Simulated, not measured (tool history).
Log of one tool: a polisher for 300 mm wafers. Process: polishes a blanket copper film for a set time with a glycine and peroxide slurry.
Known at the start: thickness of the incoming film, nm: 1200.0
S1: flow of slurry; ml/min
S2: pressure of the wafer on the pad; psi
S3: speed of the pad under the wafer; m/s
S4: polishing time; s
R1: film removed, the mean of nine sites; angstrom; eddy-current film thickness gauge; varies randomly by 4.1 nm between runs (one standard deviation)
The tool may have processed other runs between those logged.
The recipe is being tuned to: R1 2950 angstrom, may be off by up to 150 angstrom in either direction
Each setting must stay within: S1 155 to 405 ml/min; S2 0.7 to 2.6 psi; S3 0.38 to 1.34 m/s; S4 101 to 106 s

run	hour	S1	S2	S3	S4	R1
1	0	260	1.6	0.86	101	3565
2	3.4	260	1.6	0.86	101	3496
3	4.2	260	1.5	0.86	101	3354.9
4	12.1	260	1.9	0.86	101	3862.8
5	20.3	260	1.5	0.86	101	3429.4
6	23	260	1.5	1.04	101	3962.6
7	25.7	260	1.4	1.02	101	3768.3
8	26.2	260	1.3	1	101	3596
9	29.7	260	1.2	0.98	101	3372.3
10	33.2	260	1.1	0.98	101	3246.2

Pick the move, out of 5, that brings all results within their allowed miss; only one does.
A	36.7	265	1	0.88	103	?
B	36.7	245	1.1	1.1	105	?
C	36.7	265	0.8	1.3	105	?
D	36.7	255	0.9	0.84	101	?
E	36.7	245	1.5	0.84	103	?

move	R1
A	2979.7
B	3619.6
C	3573.4
D	2718.8
E	3424.9
A: all results land within tolerance of their targets
B: misses by more than the last run did
C: misses by more than the last run did
D: takes the biggest miss from the last run beyond its target
E: misses by more than the last run did
So the answer is move A, the one that meets all the targets.
